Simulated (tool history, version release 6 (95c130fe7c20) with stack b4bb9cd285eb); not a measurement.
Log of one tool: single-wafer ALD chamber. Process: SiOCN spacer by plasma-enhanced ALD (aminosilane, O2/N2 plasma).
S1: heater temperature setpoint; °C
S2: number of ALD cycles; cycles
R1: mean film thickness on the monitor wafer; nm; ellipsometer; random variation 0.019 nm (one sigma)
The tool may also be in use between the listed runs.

run 1 day=0 | S1=395 S2=84 | R1=5.2109
run 2 day=0.367 | S1=395 S2=76 | R1=4.7095
run 3 day=0.692 | S1=395 S2=83 | R1=5.1183
run 4 day=0.796 | S1=386 S2=83 | R1=5.1493
run 5 day=0.954 | S1=386 S2=88 | R1=5.4588
run 6 day=1.267 | S1=386 S2=92 | R1=5.6553
run 7 day=1.554 | S1=386 S2=95 | R1=5.8626
run 8 day=1.771 | S1=386 S2=97 | R1=5.9939

Run 9 comes next. What will it give?
run 9 day=2.121 | S1=386 S2=98 | R1=?

Run 9 gave R1 6.0507 nm.
